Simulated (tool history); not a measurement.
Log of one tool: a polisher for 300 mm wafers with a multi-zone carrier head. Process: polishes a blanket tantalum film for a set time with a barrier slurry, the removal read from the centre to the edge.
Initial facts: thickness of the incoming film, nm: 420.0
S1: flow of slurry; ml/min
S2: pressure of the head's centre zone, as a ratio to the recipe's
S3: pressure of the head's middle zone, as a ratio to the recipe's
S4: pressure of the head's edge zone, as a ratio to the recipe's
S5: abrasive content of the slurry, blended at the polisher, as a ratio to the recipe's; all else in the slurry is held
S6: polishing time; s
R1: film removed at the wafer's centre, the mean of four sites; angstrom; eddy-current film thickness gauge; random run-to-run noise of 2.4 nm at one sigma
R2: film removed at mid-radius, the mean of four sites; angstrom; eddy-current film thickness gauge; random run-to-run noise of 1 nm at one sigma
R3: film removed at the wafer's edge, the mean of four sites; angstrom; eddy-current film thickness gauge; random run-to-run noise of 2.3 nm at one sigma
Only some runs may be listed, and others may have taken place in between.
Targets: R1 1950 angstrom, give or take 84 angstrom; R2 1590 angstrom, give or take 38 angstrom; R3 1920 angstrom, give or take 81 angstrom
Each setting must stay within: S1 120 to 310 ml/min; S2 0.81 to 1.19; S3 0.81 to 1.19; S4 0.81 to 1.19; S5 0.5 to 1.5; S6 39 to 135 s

run	hour	S1	S2	S3	S4	S5	S6	R1	R2	R3
1	0	200	1	1	1	1	87	1425.8	1411.1	1426.6
2	5.8	200	1	0.94	1	1	87	1420.7	1348.9	1462.2
3	11.9	230	1	0.94	1	1	87	1449	1365.3	1465.5
4	20.2	230	1.02	0.93	1.02	1.1	88	1540.9	1406.8	1556.3
5	25.2	230	1.04	0.93	1.04	1.15	88	1577	1426.9	1575.8
6	34.2	180	1.04	0.93	1.04	1.15	88	1506.8	1386.8	1520.6
7	38.2	195	1.05	0.92	1.06	1.2	89	1618	1401.1	1594.2
8	46.6	250	1.06	0.98	1.16	1.45	90	1770.2	1628.2	1787.7
9	50.7	250	1.07	0.97	1.16	1.45	91	1823.3	1614.8	1803.3
10	52.4	250	1.07	0.97	1.16	1.45	91	1785.2	1638.6	1771.1
11	55.3	245	1.07	0.95	1.16	1.45	92	1797.7	1619.5	1807.4
12	62.5	245	1.08	0.93	1.16	1.45	93	1867.4	1613.6	1829.1
13	64.1	245	1.08	0.92	1.16	1.45	93	1850.5	1593	1831.5

Exactly one of the 4 candidate moves below puts every result within its allowed miss. Which one?
A	65.7	310	1.16	0.96	1.09	1.25	93	?	?	?
B	65.7	205	1.11	0.89	1.19	1.2	102	?	?	?
C	65.7	230	1.1	0.97	1.12	1.45	90	?	?	?
D	65.7	225	0.97	0.89	1.19	1.5	98	?	?	?

move	R1	R2	R3
A	1936.9	1628.4	1746.1
B	1909.3	1584.5	1889.7
C	1774.7	1593.5	1722.6
D	1708.7	1623.2	1928.5
A: brings the result that was furthest off to its target, and leaves another outside
B: all results land within tolerance of their targets
C: lands further from the targets than the last run did
D: lands further from the targets than the last run did
So the answer is move B, the one that meets all the targets.
